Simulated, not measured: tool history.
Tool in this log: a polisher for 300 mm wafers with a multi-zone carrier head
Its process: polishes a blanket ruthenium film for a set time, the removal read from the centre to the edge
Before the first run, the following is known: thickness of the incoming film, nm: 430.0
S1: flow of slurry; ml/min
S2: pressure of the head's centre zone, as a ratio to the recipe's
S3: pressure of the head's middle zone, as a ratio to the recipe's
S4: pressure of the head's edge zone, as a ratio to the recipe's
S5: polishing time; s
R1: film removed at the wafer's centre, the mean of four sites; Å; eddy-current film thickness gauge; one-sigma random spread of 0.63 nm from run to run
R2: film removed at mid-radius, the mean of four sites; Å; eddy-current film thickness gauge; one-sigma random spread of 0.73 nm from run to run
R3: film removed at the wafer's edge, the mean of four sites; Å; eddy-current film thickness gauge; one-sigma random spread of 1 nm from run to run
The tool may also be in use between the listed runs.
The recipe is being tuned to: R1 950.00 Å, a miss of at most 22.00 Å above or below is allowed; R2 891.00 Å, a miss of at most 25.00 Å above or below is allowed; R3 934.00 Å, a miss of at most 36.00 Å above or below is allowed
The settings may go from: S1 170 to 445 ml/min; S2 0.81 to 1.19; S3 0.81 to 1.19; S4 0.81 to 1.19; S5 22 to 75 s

Run 1, hour 0.0: S1 285 ml/min, S2 1.00, S3 1.00, S4 1.00, S5 48 s. Result: R1 704.79 Å, R2 706.43 Å, R3 688.90 Å.
Run 2, hour 1.0: S1 285 ml/min, S2 1.00, S3 1.00, S4 0.93, S5 48 s. Result: R1 695.92 Å, R2 704.35 Å, R3 664.45 Å.
Run 3, hour 7.7: S1 330 ml/min, S2 1.00, S3 1.00, S4 0.93, S5 48 s. Result: R1 706.42 Å, R2 712.04 Å, R3 673.88 Å.
Run 4, hour 9.3: S1 285 ml/min, S2 1.00, S3 1.00, S4 0.93, S5 48 s. Result: R1 696.32 Å, R2 702.05 Å, R3 672.60 Å.
Run 5, hour 10.7: S1 240 ml/min, S2 1.00, S3 1.00, S4 0.93, S5 48 s. Result: R1 680.97 Å, R2 688.82 Å, R3 648.09 Å.
Run 6, hour 14.0: S1 240 ml/min, S2 1.00, S3 1.00, S4 0.93, S5 54 s. Result: R1 770.55 Å, R2 777.47 Å, R3 745.43 Å.
Run 7, hour 14.9: S1 255 ml/min, S2 1.01, S3 1.00, S4 0.96, S5 54 s. Result: R1 781.62 Å, R2 784.77 Å, R3 755.56 Å.
Run 8, hour 23.0: S1 270 ml/min, S2 1.02, S3 1.00, S4 0.99, S5 55 s. Result: R1 812.15 Å, R2 804.89 Å, R3 773.55 Å.
Run 9, hour 27.1: S1 280 ml/min, S2 1.02, S3 0.99, S4 1.01, S5 56 s. Result: R1 828.05 Å, R2 811.96 Å, R3 803.22 Å.
Run 10, hour 28.3: S1 290 ml/min, S2 1.03, S3 0.99, S4 1.03, S5 57 s. Result: R1 853.44 Å, R2 836.77 Å, R3 823.60 Å.
Run 11, hour 36.5: S1 290 ml/min, S2 1.03, S3 0.99, S4 1.03, S5 57 s. Result: R1 853.83 Å, R2 816.17 Å, R3 835.65 Å.
Run 12, hour 41.0: S1 295 ml/min, S2 1.04, S3 1.00, S4 1.05, S5 57 s. Result: R1 865.16 Å, R2 840.45 Å, R3 847.43 Å.
Run 13, hour 45.8: S1 370 ml/min, S2 1.10, S3 0.98, S4 1.15, S5 58 s. Result: R1 959.42 Å, R2 849.89 Å, R3 906.92 Å.
Run 14, hour 48.9: S1 370 ml/min, S2 1.10, S3 0.99, S4 1.15, S5 58 s. Result: R1 951.41 Å, R2 847.65 Å, R3 911.31 Å.
Run 15, hour 52.8: S1 370 ml/min, S2 1.10, S3 1.00, S4 1.15, S5 58 s. Result: R1 948.84 Å, R2 861.84 Å, R3 921.31 Å.
Run 16, hour 54.0: S1 370 ml/min, S2 1.10, S3 1.00, S4 1.15, S5 58 s. Result: R1 957.14 Å, R2 865.69 Å, R3 914.12 Å.

Exercise: of the 5 proposed moves below, exactly one satisfies all targets within the stated allowed misses. Which move is it?
Run A, hour 55.2: S1 360 ml/min, S2 1.16, S3 1.02, S4 1.12, S5 55 s. Result: R1 ?, R2 ?, R3 ?.
Run B, hour 55.2: S1 430 ml/min, S2 1.15, S3 1.05, S4 1.15, S5 55 s. Result: R1 ?, R2 ?, R3 ?.
Run C, hour 55.2: S1 345 ml/min, S2 1.10, S3 0.95, S4 1.15, S5 58 s. Result: R1 ?, R2 ?, R3 ?.
Run D, hour 55.2: S1 390 ml/min, S2 1.10, S3 0.96, S4 1.19, S5 57 s. Result: R1 ?, R2 ?, R3 ?.
Run E, hour 55.2: S1 320 ml/min, S2 1.09, S3 1.03, S4 1.19, S5 59 s. Result: R1 ?, R2 ?, R3 ?.

move      R1      R2      R3
   A  948.15  825.20  841.34
   B  952.69  856.06  860.53
   C  944.09  817.30  898.03
   D  936.86  817.38  904.40
   E  946.09  884.89  924.83
A: further off than the last run
B: further off than the last run
C: further off than the last run
D: further off than the last run
E: all results in spec
The move that meets every target is E.
